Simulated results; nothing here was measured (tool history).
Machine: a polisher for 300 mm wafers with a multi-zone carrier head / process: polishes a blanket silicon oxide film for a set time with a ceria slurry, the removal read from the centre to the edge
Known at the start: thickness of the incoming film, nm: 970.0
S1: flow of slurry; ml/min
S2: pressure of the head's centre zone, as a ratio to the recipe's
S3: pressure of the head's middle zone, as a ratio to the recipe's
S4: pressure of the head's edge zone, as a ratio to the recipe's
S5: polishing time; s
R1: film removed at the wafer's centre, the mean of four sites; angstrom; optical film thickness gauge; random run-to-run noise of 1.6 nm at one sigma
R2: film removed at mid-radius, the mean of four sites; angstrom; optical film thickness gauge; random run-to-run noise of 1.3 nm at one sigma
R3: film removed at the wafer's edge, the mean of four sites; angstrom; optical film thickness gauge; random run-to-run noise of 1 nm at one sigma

{"run": 1, "hour": 0.0, "S1": 250, "S2": 1.0, "S3": 1.0, "S4": 1.0, "S5": 37, "R1": 2285.8, "R2": 2282.8, "R3": 2228.6}
{"run": 2, "hour": 2.9, "S1": 250, "S2": 1.0, "S3": 0.91, "S4": 1.0, "S5": 37, "R1": 2333.4, "R2": 2073.5, "R3": 2231.2}
{"run": 3, "hour": 9.3, "S1": 250, "S2": 1.0, "S3": 0.91, "S4": 1.05, "S5": 37, "R1": 2235.9, "R2": 2082.4, "R3": 2247.5}
{"run": 4, "hour": 17.8, "S1": 250, "S2": 1.0, "S3": 0.91, "S4": 1.11, "S5": 37, "R1": 2237.6, "R2": 2123.6, "R3": 2335.4}
{"run": 5, "hour": 26.2, "S1": 250, "S2": 0.94, "S3": 0.91, "S4": 1.11, "S5": 37, "R1": 2107.1, "R2": 2097.2, "R3": 2324.4}
{"run": 6, "hour": 34.1, "S1": 250, "S2": 0.88, "S3": 0.91, "S4": 1.11, "S5": 37, "R1": 1947.1, "R2": 2120.0, "R3": 2310.7}
{"run": 7, "hour": 37.3, "S1": 235, "S2": 0.89, "S3": 0.91, "S4": 1.05, "S5": 32, "R1": 1788.7, "R2": 1770.8, "R3": 1950.1}
{"run": 8, "hour": 39.6, "S1": 220, "S2": 0.87, "S3": 0.93, "S4": 1.01, "S5": 28, "R1": 1478.8, "R2": 1588.7, "R3": 1656.0}
{"run": 9, "hour": 47.8, "S1": 215, "S2": 0.88, "S3": 0.92, "S4": 0.97, "S5": 26, "R1": 1358.9, "R2": 1469.0, "R3": 1498.6}
{"run": 10, "hour": 55.4, "S1": 210, "S2": 0.89, "S3": 0.9, "S4": 0.94, "S5": 25, "R1": 1297.8, "R2": 1373.4, "R3": 1436.3}
{"run": 11, "hour": 58.6, "S1": 210, "S2": 0.91, "S3": 0.9, "S4": 0.91, "S5": 24, "R1": 1295.6, "R2": 1291.4, "R3": 1348.0}

Run 12, settings as shown, results not yet in. Your forecast:
{"run": 12, "hour": 67.1, "S1": 205, "S2": 0.91, "S3": 0.9, "S4": 0.89, "S5": 23, "R1": "?", "R2": "?", "R3": "?"}

R1: 1235.4 angstrom
R2: 1244.5 angstrom
R3: 1280.6 angstrom
